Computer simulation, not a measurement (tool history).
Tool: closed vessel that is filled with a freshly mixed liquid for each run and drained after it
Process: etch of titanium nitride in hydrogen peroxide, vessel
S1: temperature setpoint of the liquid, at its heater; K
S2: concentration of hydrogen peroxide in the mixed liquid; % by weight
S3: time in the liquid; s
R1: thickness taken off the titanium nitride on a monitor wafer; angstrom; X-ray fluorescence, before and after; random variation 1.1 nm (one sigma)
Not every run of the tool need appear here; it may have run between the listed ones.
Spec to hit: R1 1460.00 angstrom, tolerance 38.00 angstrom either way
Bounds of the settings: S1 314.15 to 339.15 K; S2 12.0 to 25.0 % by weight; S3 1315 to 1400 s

run	day	S1	S2	S3	R1
1	0.000	330.15	17.0	1315	808.68
2	0.388	330.15	17.0	1400	859.40
3	0.654	331.15	17.0	1400	922.59
4	0.892	331.15	19.5	1400	941.44
5	1.221	331.15	16.5	1400	922.80
6	1.379	331.65	16.5	1400	951.67
7	1.750	332.15	16.5	1400	978.92
8	2.067	332.65	16.5	1400	1023.80
9	2.362	333.15	16.5	1400	1042.50
10	2.700	333.65	16.5	1400	1091.00
11	2.792	334.15	16.5	1400	1117.40
12	2.988	338.65	16.5	1400	1515.70

5 next moves are on the table. One of them brings every result within its allowed miss. Which?
A	3.183	337.65	16.5	1340	?
B	3.183	337.65	18.0	1350	?
C	3.183	337.65	16.5	1335	?
D	3.183	338.65	14.5	1395	?
E	3.183	337.15	23.0	1315	?

move	R1
A	1335.50
B	1370.50
C	1330.50
D	1445.10
E	1361.20
A: takes the biggest miss from the last run beyond its target
B: takes the biggest miss from the last run beyond its target
C: takes the biggest miss from the last run beyond its target
D: every result lands within tolerance
E: takes the biggest miss from the last run beyond its target
Go with D: it meets all targets.
